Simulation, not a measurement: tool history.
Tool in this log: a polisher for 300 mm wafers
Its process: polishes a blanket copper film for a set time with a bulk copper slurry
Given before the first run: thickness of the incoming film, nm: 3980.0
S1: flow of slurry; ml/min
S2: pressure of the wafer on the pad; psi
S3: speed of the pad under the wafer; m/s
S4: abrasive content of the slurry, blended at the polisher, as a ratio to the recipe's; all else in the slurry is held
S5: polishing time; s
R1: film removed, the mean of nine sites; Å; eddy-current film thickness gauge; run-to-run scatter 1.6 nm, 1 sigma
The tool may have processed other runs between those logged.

run 1 hour=0.0 | S1=300 S2=2.7 S3=1.06 S4=1.0 S5=27 | R1=2468.1
run 2 hour=1.0 | S1=300 S2=3.1 S3=1.06 S4=1.0 S5=27 | R1=2787.3
run 3 hour=5.6 | S1=300 S2=3.1 S3=0.94 S4=1.0 S5=27 | R1=2540.0
run 4 hour=8.5 | S1=300 S2=3.1 S3=0.94 S4=0.9 S5=27 | R1=2397.8
run 5 hour=15.5 | S1=300 S2=2.7 S3=0.90 S4=0.9 S5=27 | R1=2049.1
run 6 hour=19.9 | S1=300 S2=2.7 S3=0.90 S4=0.9 S5=24 | R1=1827.4
run 7 hour=27.1 | S1=300 S2=2.4 S3=0.88 S4=0.9 S5=24 | R1=1619.9
run 8 hour=31.1 | S1=300 S2=2.2 S3=0.88 S4=0.9 S5=24 | R1=1535.6
run 9 hour=39.7 | S1=300 S2=2.0 S3=0.88 S4=0.9 S5=24 | R1=1368.1
run 10 hour=43.4 | S1=300 S2=1.9 S3=0.88 S4=0.9 S5=24 | R1=1339.2

The next listed run, before its measurement:
run 11 hour=47.1 | S1=300 S2=1.8 S3=0.88 S4=0.9 S5=24 | R1=?

R1: 1234.9 Å

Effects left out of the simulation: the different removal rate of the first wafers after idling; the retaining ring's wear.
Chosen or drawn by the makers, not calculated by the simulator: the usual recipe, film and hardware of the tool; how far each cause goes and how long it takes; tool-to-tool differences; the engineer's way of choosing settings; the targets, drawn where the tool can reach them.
